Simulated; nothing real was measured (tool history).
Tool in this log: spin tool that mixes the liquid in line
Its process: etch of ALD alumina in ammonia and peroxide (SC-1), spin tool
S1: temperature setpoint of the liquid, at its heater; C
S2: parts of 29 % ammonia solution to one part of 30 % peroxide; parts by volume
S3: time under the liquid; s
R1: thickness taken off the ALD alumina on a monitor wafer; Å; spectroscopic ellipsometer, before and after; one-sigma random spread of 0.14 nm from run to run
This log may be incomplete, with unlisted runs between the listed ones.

Run 1, hour 0: S1 55 C, S2 0.55 parts by volume, S3 210 s. Result: R1 131.47 Å.
Run 2, hour 2.7: S1 55 C, S2 0.55 parts by volume, S3 210 s. Result: R1 133.19 Å.
Run 3, hour 8.2: S1 58 C, S2 0.55 parts by volume, S3 210 s. Result: R1 155.39 Å.
Run 4, hour 13.8: S1 64 C, S2 0.55 parts by volume, S3 210 s. Result: R1 206.59 Å.
Run 5, hour 16.2: S1 64 C, S2 0.65 parts by volume, S3 210 s. Result: R1 211.73 Å.
Run 6, hour 17.1: S1 64 C, S2 0.65 parts by volume, S3 210 s. Result: R1 211.5 Å.

Run 7 has not been measured yet. What should we expect?
Run 7, hour 23.8: S1 62.5 C, S2 0.65 parts by volume, S3 210 s. Result: R1 ?.

R1: 196.18 Å

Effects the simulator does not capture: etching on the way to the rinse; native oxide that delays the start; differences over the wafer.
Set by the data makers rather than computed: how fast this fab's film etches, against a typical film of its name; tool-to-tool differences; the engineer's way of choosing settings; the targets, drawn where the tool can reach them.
